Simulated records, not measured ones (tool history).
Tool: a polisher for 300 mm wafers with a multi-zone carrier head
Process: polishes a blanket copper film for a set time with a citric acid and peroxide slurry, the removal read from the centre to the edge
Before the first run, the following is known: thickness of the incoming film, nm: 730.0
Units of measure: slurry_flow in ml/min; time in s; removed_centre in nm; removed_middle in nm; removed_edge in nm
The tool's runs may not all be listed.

| run | hour | slurry_flow | centre_zone | middle_zone | edge_zone | slurry_solids | time | removed_centre | removed_middle | removed_edge |
|---|---|---|---|---|---|---|---|---|---|---|
| 1 | 0 | 195 | 1 | 1 | 1 | 1 | 54 | 110.05 | 111.3 | 108.69 |
| 2 | 4.2 | 195 | 1 | 1 | 0.96 | 1 | 54 | 112.72 | 110.08 | 108.81 |
| 3 | 11.6 | 195 | 1 | 1 | 0.93 | 1 | 54 | 112.67 | 108.47 | 106.8 |
| 4 | 18.3 | 195 | 1 | 1 | 0.93 | 0.9 | 54 | 110.64 | 108.72 | 103.13 |
| 5 | 25.6 | 205 | 1.03 | 1.05 | 0.96 | 1.1 | 58 | 126.51 | 128.66 | 117.44 |
| 6 | 32 | 245 | 1.03 | 1.05 | 0.96 | 1.1 | 58 | 130.59 | 130.48 | 121.73 |
| 7 | 37.3 | 255 | 1.04 | 1.05 | 0.99 | 1.25 | 61 | 146.37 | 143.43 | 131.66 |
| 8 | 40.8 | 260 | 1.02 | 1.04 | 1.03 | 1.3 | 63 | 147.23 | 144.03 | 140.77 |
| 9 | 44.5 | 265 | 1.02 | 1.06 | 1.05 | 1.35 | 64 | 150.75 | 156.94 | 148.09 |
| 10 | 47.1 | 270 | 1.03 | 1.06 | 1.07 | 1.4 | 64 | 154.54 | 153.36 | 156.6 |
| 11 | 50.4 | 275 | 1.04 | 1.08 | 1.07 | 1.4 | 64 | 156.38 | 158.36 | 155.7 |
| 12 | 55.2 | 280 | 1.05 | 1.09 | 1.07 | 1.4 | 64 | 161.44 | 158.92 | 150.26 |

Run 13 is up next; what results do you expect?
| 13 | 58 | 280 | 1.05 | 1.09 | 1.08 | 1.45 | 64 | ? | ? | ? |

{"run 13": {"removed_centre": 159.29, "removed_middle": 163.34, "removed_edge": 151.63}}

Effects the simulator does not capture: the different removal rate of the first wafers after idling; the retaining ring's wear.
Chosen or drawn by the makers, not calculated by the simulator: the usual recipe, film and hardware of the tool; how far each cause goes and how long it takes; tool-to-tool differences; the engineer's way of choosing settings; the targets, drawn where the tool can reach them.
